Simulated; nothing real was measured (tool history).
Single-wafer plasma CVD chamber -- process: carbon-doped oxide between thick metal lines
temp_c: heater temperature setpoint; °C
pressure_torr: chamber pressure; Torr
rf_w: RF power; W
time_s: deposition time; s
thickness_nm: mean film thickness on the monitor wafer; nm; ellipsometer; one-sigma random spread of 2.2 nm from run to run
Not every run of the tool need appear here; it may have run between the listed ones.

run	hour	temp_c	pressure_torr	rf_w	time_s	thickness_nm
1	0	330	5.66	575	174	1001.2
2	5.7	330	6.06	575	174	1006.6
3	7.5	330	6.06	575	174	1011.5
4	14.9	334	5.89	575	174	993.15
5	19.4	337	5.75	575	174	987.48
6	25.9	337	5.75	640	174	1050.2
7	31.6	340	5.41	625	174	1017.7
8	33.4	342	5.1	620	174	998.59
9	41.3	344	4.87	615	174	982.77

Run 10 comes next. What will it give?
10	47.9	346	4.7	610	174	?

{"run 10": {"thickness_nm": 966.81}}
